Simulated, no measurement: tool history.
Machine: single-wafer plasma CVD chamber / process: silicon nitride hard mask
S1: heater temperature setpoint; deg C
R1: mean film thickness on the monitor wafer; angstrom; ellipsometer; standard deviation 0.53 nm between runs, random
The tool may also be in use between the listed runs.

run 1 day=0.000 | S1=390 chamber_pressure_(Pa)=279 RF_power_(kW)=0.245 deposition_time_(s)=79.4 | R1=866.37
run 2 day=0.029 | S1=390 chamber_pressure_(Pa)=279 RF_power_(kW)=0.245 deposition_time_(s)=79.4 | R1=870.71
run 3 day=0.392 | S1=390 chamber_pressure_(Pa)=235 RF_power_(kW)=0.245 deposition_time_(s)=79.4 | R1=829.12
run 4 day=0.704 | S1=390 chamber_pressure_(Pa)=263 RF_power_(kW)=0.255 deposition_time_(s)=79.5 | R1=876.48
run 5 day=1.058 | S1=395 chamber_pressure_(Pa)=263 RF_power_(kW)=0.255 deposition_time_(s)=79.5 | R1=876.91
run 6 day=1.146 | S1=402 chamber_pressure_(Pa)=263 RF_power_(kW)=0.255 deposition_time_(s)=79.5 | R1=872.37
run 7 day=1.200 | S1=402 chamber_pressure_(Pa)=263 RF_power_(kW)=0.255 deposition_time_(s)=79.5 | R1=875.05
run 8 day=1.288 | S1=402 chamber_pressure_(Pa)=285 RF_power_(kW)=0.260 deposition_time_(s)=79.6 | R1=914.51
run 9 day=1.308 | S1=402 chamber_pressure_(Pa)=341 RF_power_(kW)=0.275 deposition_time_(s)=79.7 | R1=991.80
run 10 day=1.508 | S1=402 chamber_pressure_(Pa)=349 RF_power_(kW)=0.275 deposition_time_(s)=79.7 | R1=988.57
run 11 day=1.567 | S1=402 chamber_pressure_(Pa)=355 RF_power_(kW)=0.280 deposition_time_(s)=79.7 | R1=1005.20

Run 12 has not been measured yet. What should we expect?
run 12 day=1.625 | S1=402 chamber_pressure_(Pa)=355 RF_power_(kW)=0.280 deposition_time_(s)=79.7 | R1=?

{"run 12": {"R1": 1004.3}}

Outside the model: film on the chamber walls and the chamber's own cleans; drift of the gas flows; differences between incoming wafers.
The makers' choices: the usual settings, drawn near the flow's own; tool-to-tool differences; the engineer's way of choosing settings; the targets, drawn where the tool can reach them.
